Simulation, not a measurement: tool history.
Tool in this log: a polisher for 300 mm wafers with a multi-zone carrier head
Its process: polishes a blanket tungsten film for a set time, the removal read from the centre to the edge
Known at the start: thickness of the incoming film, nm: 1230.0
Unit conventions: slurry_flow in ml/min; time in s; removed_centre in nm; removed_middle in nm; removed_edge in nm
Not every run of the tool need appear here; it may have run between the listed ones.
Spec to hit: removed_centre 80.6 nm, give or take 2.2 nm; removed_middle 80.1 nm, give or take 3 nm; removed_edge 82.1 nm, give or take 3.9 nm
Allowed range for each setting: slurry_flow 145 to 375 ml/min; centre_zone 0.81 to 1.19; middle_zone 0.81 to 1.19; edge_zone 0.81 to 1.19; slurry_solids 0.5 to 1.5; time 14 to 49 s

{"run": 1, "hour": 0.0, "slurry_flow": 240, "centre_zone": 1, "middle_zone": 1, "edge_zone": 1, "slurry_solids": 1, "time": 31, "removed_centre": 144, "removed_middle": 144.91, "removed_edge": 147.68}
{"run": 2, "hour": 6.2, "slurry_flow": 215, "centre_zone": 1, "middle_zone": 1, "edge_zone": 1, "slurry_solids": 1, "time": 31, "removed_centre": 141.14, "removed_middle": 142.04, "removed_edge": 145.37}
{"run": 3, "hour": 14.3, "slurry_flow": 160, "centre_zone": 1, "middle_zone": 1, "edge_zone": 1, "slurry_solids": 1, "time": 31, "removed_centre": 134.97, "removed_middle": 135.06, "removed_edge": 139.84}
{"run": 4, "hour": 23.2, "slurry_flow": 160, "centre_zone": 0.99, "middle_zone": 0.99, "edge_zone": 0.99, "slurry_solids": 0.95, "time": 30, "removed_centre": 129.24, "removed_middle": 129.49, "removed_edge": 136.85}
{"run": 5, "hour": 29.5, "slurry_flow": 210, "centre_zone": 0.99, "middle_zone": 0.99, "edge_zone": 0.99, "slurry_solids": 0.95, "time": 30, "removed_centre": 135.04, "removed_middle": 136.92, "removed_edge": 138.68}
{"run": 6, "hour": 31.9, "slurry_flow": 210, "centre_zone": 0.99, "middle_zone": 1.04, "edge_zone": 0.99, "slurry_solids": 0.95, "time": 30, "removed_centre": 133.92, "removed_middle": 137.06, "removed_edge": 139.96}
{"run": 7, "hour": 38.6, "slurry_flow": 205, "centre_zone": 0.99, "middle_zone": 1.04, "edge_zone": 0.98, "slurry_solids": 0.9, "time": 29, "removed_centre": 128.99, "removed_middle": 135.15, "removed_edge": 134.05}
{"run": 8, "hour": 40.6, "slurry_flow": 200, "centre_zone": 0.99, "middle_zone": 1.02, "edge_zone": 0.98, "slurry_solids": 0.85, "time": 28, "removed_centre": 122.48, "removed_middle": 124.35, "removed_edge": 125.64}
{"run": 9, "hour": 48.8, "slurry_flow": 200, "centre_zone": 0.98, "middle_zone": 1.01, "edge_zone": 0.97, "slurry_solids": 0.8, "time": 27, "removed_centre": 114.22, "removed_middle": 119.49, "removed_edge": 118.44}
{"run": 10, "hour": 50.5, "slurry_flow": 195, "centre_zone": 0.98, "middle_zone": 0.99, "edge_zone": 0.97, "slurry_solids": 0.75, "time": 26, "removed_centre": 109.75, "removed_middle": 113.16, "removed_edge": 112.53}
{"run": 11, "hour": 54.1, "slurry_flow": 190, "centre_zone": 0.98, "middle_zone": 0.98, "edge_zone": 0.97, "slurry_solids": 0.7, "time": 25, "removed_centre": 104.14, "removed_middle": 104.68, "removed_edge": 104.55}
{"hour": 58.2, "done": "edge zone pressure recalibrated"}
{"run": 12, "hour": 58.2, "slurry_flow": 170, "centre_zone": 0.88, "middle_zone": 0.88, "edge_zone": 0.87, "slurry_solids": 0.5, "time": 22, "removed_centre": 78.899, "removed_middle": 78.295, "removed_edge": 81.753}

Which of these 5 next moves meets every target?
{"run": "A", "hour": 62.3, "slurry_flow": 160, "centre_zone": 0.84, "middle_zone": 0.88, "edge_zone": 0.89, "slurry_solids": 0.75, "time": 21, "removed_centre": "?", "removed_middle": "?", "removed_edge": "?"}
{"run": "B", "hour": 62.3, "slurry_flow": 175, "centre_zone": 0.89, "middle_zone": 0.96, "edge_zone": 0.86, "slurry_solids": 0.55, "time": 21, "removed_centre": "?", "removed_middle": "?", "removed_edge": "?"}
{"run": "C", "hour": 62.3, "slurry_flow": 145, "centre_zone": 0.86, "middle_zone": 0.82, "edge_zone": 0.95, "slurry_solids": 0.55, "time": 22, "removed_centre": "?", "removed_middle": "?", "removed_edge": "?"}
{"run": "D", "hour": 62.3, "slurry_flow": 200, "centre_zone": 0.89, "middle_zone": 0.88, "edge_zone": 0.84, "slurry_solids": 0.5, "time": 22, "removed_centre": "?", "removed_middle": "?", "removed_edge": "?"}
{"run": "E", "hour": 62.3, "slurry_flow": 145, "centre_zone": 0.87, "middle_zone": 0.87, "edge_zone": 0.85, "slurry_solids": 0.5, "time": 22, "removed_centre": "?", "removed_middle": "?", "removed_edge": "?"}

move=A removed_centre=76.79 removed_middle=80.676 removed_edge=83.501
move=B removed_centre=77.876 removed_middle=83.521 removed_edge=79.186
move=C removed_centre=76.618 removed_middle=75.033 removed_edge=84.883
move=D removed_centre=82.208 removed_middle=82.222 removed_edge=82.275
move=E removed_centre=76.306 removed_middle=77.484 removed_edge=79.709
A: moves away from the targets compared with the last run
B: moves away from the targets compared with the last run
C: moves away from the targets compared with the last run
D: hits every target within its allowed miss
E: moves away from the targets compared with the last run
The move that meets every target is D.
